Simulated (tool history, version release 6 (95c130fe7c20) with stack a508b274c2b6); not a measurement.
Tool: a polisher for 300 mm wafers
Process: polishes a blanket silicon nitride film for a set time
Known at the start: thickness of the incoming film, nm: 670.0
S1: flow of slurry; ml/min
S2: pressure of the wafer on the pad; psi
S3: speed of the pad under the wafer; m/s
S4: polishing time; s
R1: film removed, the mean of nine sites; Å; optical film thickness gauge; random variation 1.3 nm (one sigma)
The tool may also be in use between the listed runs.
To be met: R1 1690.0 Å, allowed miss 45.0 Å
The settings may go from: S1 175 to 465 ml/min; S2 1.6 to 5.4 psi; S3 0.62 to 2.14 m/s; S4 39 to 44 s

run,hour,S1,S2,S3,S4,R1
1,0.0,295,3.5,1.38,44,1202.2
2,3.4,295,3.5,1.58,44,1325.3
3,9.3,300,3.7,1.58,44,1387.1
4,17.6,300,3.7,1.32,44,1195.5
5,24.5,300,4.1,1.32,44,1305.4
6,31.0,300,3.6,1.32,44,1174.1
7,33.2,300,4.0,1.32,44,1280.7
8,36.9,300,4.3,1.32,44,1347.5
9,42.4,310,5.3,1.34,44,1622.6

4 next moves are on the table. One of them brings every result within its allowed miss. Which?
A,47.9,295,5.3,1.30,43,?
B,47.9,340,5.2,1.46,40,?
C,47.9,265,5.4,1.26,43,?
D,47.9,335,5.3,1.44,43,?

move,R1
A,1544.8
B,1567.6
C,1514.3
D,1691.5
A: further off than the last run
B: further off than the last run
C: further off than the last run
D: meets every target
Move D is the one to make.
